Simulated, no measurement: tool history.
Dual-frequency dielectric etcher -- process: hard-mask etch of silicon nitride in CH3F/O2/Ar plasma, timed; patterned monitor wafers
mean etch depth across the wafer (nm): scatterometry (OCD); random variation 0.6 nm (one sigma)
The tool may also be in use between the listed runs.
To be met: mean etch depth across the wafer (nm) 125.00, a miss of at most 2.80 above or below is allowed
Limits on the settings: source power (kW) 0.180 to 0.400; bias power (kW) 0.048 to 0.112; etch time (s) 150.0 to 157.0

run	hour	source power (kW)	bias power (kW)	etch time (s)	mean etch depth across the wafer (nm)
1	0.0	0.290	0.080	150.0	104.42
2	1.7	0.310	0.084	150.5	110.17
3	3.9	0.330	0.085	150.5	113.38
4	6.4	0.330	0.085	150.0	114.06
5	15.2	0.330	0.085	150.0	114.31
6	18.9	0.330	0.079	150.0	110.42
7	25.0	0.350	0.081	150.0	114.07
8	29.8	0.360	0.083	150.0	116.73

Of the 5 settings listed for the next run, only one would bring every result within its allowed miss of target. Which one?
A	34.6	0.370	0.085	150.0	?
B	34.6	0.310	0.091	153.0	?
C	34.6	0.370	0.076	155.5	?
D	34.6	0.390	0.076	152.5	?
E	34.6	0.380	0.082	155.5	?

move	mean etch depth across the wafer (nm)
A	119.38
B	115.35
C	118.48
D	119.00
E	123.51
A: nearer the targets than the last run, but a result is still out of spec
B: moves away from the targets compared with the last run
C: nearer the targets than the last run, but a result is still out of spec
D: nearer the targets than the last run, but a result is still out of spec
E: all results land within tolerance of their targets
Move E is the one to make.

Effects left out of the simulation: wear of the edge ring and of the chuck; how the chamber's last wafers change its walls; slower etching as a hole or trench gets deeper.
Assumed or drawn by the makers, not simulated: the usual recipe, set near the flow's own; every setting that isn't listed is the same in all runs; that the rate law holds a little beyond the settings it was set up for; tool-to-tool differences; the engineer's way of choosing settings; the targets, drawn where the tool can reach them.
